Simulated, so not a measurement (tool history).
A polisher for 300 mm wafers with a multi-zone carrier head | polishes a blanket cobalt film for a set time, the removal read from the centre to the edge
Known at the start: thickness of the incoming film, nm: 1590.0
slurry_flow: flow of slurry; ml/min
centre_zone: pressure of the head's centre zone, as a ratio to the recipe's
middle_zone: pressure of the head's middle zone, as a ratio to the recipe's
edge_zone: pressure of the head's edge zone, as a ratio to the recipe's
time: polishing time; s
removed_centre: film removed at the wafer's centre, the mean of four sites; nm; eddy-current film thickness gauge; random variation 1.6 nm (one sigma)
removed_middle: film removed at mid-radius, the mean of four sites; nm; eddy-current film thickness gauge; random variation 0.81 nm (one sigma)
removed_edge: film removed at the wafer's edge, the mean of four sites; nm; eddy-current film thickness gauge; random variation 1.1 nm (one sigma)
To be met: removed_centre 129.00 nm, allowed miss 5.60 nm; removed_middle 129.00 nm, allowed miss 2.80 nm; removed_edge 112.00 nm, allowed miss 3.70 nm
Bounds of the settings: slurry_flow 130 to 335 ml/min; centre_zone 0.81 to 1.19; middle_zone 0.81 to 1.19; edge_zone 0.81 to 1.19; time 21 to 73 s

{"run": 1, "day": 0.0, "slurry_flow": 215, "centre_zone": 1.0, "middle_zone": 1.0, "edge_zone": 1.0, "time": 47, "removed_centre": 130.4, "removed_middle": 126.54, "removed_edge": 126.89}
{"run": 2, "day": 0.317, "slurry_flow": 215, "centre_zone": 1.0, "middle_zone": 1.0, "edge_zone": 1.0, "time": 58, "removed_centre": 155.74, "removed_middle": 154.35, "removed_edge": 156.8}
{"run": 3, "day": 0.633, "slurry_flow": 215, "centre_zone": 0.97, "middle_zone": 1.0, "edge_zone": 1.0, "time": 58, "removed_centre": 154.11, "removed_middle": 155.44, "removed_edge": 157.07}
{"run": 4, "day": 1.008, "slurry_flow": 220, "centre_zone": 0.99, "middle_zone": 1.02, "edge_zone": 0.94, "time": 54, "removed_centre": 144.35, "removed_middle": 146.22, "removed_edge": 143.22}
{"run": 5, "day": 1.062, "slurry_flow": 220, "centre_zone": 1.03, "middle_zone": 1.05, "edge_zone": 0.9, "time": 50, "removed_centre": 139.22, "removed_middle": 139.05, "removed_edge": 130.29}
{"run": 6, "day": 1.162, "slurry_flow": 220, "centre_zone": 1.09, "middle_zone": 1.05, "edge_zone": 0.9, "time": 50, "removed_centre": 146.69, "removed_middle": 142.05, "removed_edge": 128.11}
{"run": 7, "day": 1.212, "slurry_flow": 220, "centre_zone": 1.09, "middle_zone": 1.05, "edge_zone": 0.9, "time": 50, "removed_centre": 144.64, "removed_middle": 139.12, "removed_edge": 130.11}
{"run": 8, "day": 1.304, "slurry_flow": 210, "centre_zone": 1.09, "middle_zone": 1.07, "edge_zone": 0.87, "time": 48, "removed_centre": 139.45, "removed_middle": 134.32, "removed_edge": 120.57}
{"run": 9, "day": 1.504, "slurry_flow": 195, "centre_zone": 1.08, "middle_zone": 1.08, "edge_zone": 0.85, "time": 48, "removed_centre": 136.77, "removed_middle": 135.38, "removed_edge": 119.4}
{"run": 10, "day": 1.646, "slurry_flow": 185, "centre_zone": 1.08, "middle_zone": 1.08, "edge_zone": 0.84, "time": 48, "removed_centre": 134.38, "removed_middle": 133.11, "removed_edge": 118.17}
{"run": 11, "day": 2.004, "slurry_flow": 175, "centre_zone": 1.08, "middle_zone": 1.09, "edge_zone": 0.83, "time": 48, "removed_centre": 134.79, "removed_middle": 135.28, "removed_edge": 117.41}
{"run": 12, "day": 2.167, "slurry_flow": 170, "centre_zone": 1.08, "middle_zone": 1.09, "edge_zone": 0.82, "time": 48, "removed_centre": 133.16, "removed_middle": 131.25, "removed_edge": 114.8}

Which of these 4 next moves meets every target?
{"run": "A", "day": 2.329, "slurry_flow": 190, "centre_zone": 1.19, "middle_zone": 1.06, "edge_zone": 0.81, "time": 46, "removed_centre": "?", "removed_middle": "?", "removed_edge": "?"}
{"run": "B", "day": 2.329, "slurry_flow": 145, "centre_zone": 1.04, "middle_zone": 1.01, "edge_zone": 0.86, "time": 51, "removed_centre": "?", "removed_middle": "?", "removed_edge": "?"}
{"run": "C", "day": 2.329, "slurry_flow": 165, "centre_zone": 1.09, "middle_zone": 1.09, "edge_zone": 0.82, "time": 47, "removed_centre": "?", "removed_middle": "?", "removed_edge": "?"}
{"run": "D", "day": 2.329, "slurry_flow": 230, "centre_zone": 1.16, "middle_zone": 1.19, "edge_zone": 0.92, "time": 44, "removed_centre": "?", "removed_middle": "?", "removed_edge": "?"}

move=A removed_centre=140.14 removed_middle=127.53 removed_edge=111.19
move=B removed_centre=131.56 removed_middle=128.59 removed_edge=121.66
move=C removed_centre=129.86 removed_middle=130.05 removed_edge=111.99
move=D removed_centre=135.87 removed_middle=138.71 removed_edge=114.64
A: brings the result that was furthest off to its target, and leaves another outside
B: brings the result that was furthest off to its target, and leaves another outside
C: meets every target
D: further off than the last run
The right move is C.
